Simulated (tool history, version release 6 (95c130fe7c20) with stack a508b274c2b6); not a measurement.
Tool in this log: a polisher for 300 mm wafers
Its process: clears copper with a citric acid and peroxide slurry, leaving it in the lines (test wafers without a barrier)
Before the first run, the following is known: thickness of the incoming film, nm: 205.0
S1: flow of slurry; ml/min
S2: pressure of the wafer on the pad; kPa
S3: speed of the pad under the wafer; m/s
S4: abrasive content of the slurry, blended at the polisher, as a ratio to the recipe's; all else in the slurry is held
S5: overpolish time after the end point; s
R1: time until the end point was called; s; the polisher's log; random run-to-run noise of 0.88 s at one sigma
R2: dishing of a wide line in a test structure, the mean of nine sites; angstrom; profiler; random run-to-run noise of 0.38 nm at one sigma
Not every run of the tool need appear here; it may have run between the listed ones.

Run 1, hour 0.0: S1 210 ml/min, S2 21.4 kPa, S3 1.02 m/s, S4 1.00, S5 26 s. Result: R1 79.291 s, R2 399.42 angstrom.
Run 2, hour 2.4: S1 210 ml/min, S2 21.4 kPa, S3 0.88 m/s, S4 1.00, S5 26 s. Result: R1 92.747 s, R2 356.84 angstrom.
Run 3, hour 11.2: S1 210 ml/min, S2 24.1 kPa, S3 0.88 m/s, S4 1.00, S5 26 s. Result: R1 81.276 s, R2 406.83 angstrom.
Run 4, hour 14.5: S1 180 ml/min, S2 24.1 kPa, S3 0.88 m/s, S4 1.00, S5 26 s. Result: R1 86.102 s, R2 398.66 angstrom.
Run 5, hour 21.3: S1 180 ml/min, S2 24.1 kPa, S3 0.88 m/s, S4 1.00, S5 20 s. Result: R1 83.257 s, R2 317.59 angstrom.
Run 6, hour 24.4: S1 180 ml/min, S2 24.1 kPa, S3 0.88 m/s, S4 1.00, S5 11 s. Result: R1 84.373 s, R2 189.25 angstrom.
Run 7, hour 28.7: S1 190 ml/min, S2 24.8 kPa, S3 0.90 m/s, S4 1.00, S5 11 s. Result: R1 79.556 s, R2 201.26 angstrom.
Run 8, hour 34.6: S1 200 ml/min, S2 25.5 kPa, S3 0.92 m/s, S4 1.00, S5 11 s. Result: R1 75.018 s, R2 214.52 angstrom.
Run 9, hour 43.6: S1 215 ml/min, S2 25.5 kPa, S3 0.96 m/s, S4 1.00, S5 11 s. Result: R1 70.194 s, R2 228.22 angstrom.
Run 10, hour 48.1: S1 215 ml/min, S2 25.5 kPa, S3 0.96 m/s, S4 1.00, S5 11 s. Result: R1 71.680 s, R2 224.30 angstrom.
Run 11, hour 51.9: S1 205 ml/min, S2 25.5 kPa, S3 1.00 m/s, S4 1.00, S5 11 s. Result: R1 67.753 s, R2 223.67 angstrom.
Run 12, hour 59.1: S1 200 ml/min, S2 26.2 kPa, S3 1.02 m/s, S4 1.00, S5 11 s. Result: R1 65.930 s, R2 232.14 angstrom.
Run 13, hour 61.5: S1 195 ml/min, S2 26.2 kPa, S3 1.06 m/s, S4 1.00, S5 11 s. Result: R1 64.322 s, R2 246.47 angstrom.
Run 14, hour 64.9: S1 210 ml/min, S2 26.2 kPa, S3 1.08 m/s, S4 1.00, S5 11 s. Result: R1 63.644 s, R2 255.89 angstrom.
Run 15, hour 71.7: S1 225 ml/min, S2 26.2 kPa, S3 1.08 m/s, S4 1.05, S5 11 s. Result: R1 62.321 s, R2 260.87 angstrom.
Run 16, hour 72.2: S1 225 ml/min, S2 26.9 kPa, S3 1.08 m/s, S4 1.00, S5 11 s. Result: R1 60.057 s, R2 260.47 angstrom.
Run 17, hour 74.2: S1 225 ml/min, S2 27.6 kPa, S3 1.08 m/s, S4 0.95, S5 11 s. Result: R1 59.686 s, R2 266.34 angstrom.
Run 18, hour 77.7: S1 215 ml/min, S2 27.6 kPa, S3 1.12 m/s, S4 0.95, S5 11 s. Result: R1 57.307 s, R2 266.11 angstrom.
Run 19, hour 80.7: S1 215 ml/min, S2 28.3 kPa, S3 1.12 m/s, S4 0.90, S5 11 s. Result: R1 58.171 s, R2 280.02 angstrom.

Run 20 has not been measured yet. What should we expect?
Run 20, hour 86.8: S1 210 ml/min, S2 28.3 kPa, S3 1.12 m/s, S4 0.95, S5 11 s. Result: R1 ?, R2 ?.

Run 20 came out at R1 58.372 s, R2 274.11 angstrom.

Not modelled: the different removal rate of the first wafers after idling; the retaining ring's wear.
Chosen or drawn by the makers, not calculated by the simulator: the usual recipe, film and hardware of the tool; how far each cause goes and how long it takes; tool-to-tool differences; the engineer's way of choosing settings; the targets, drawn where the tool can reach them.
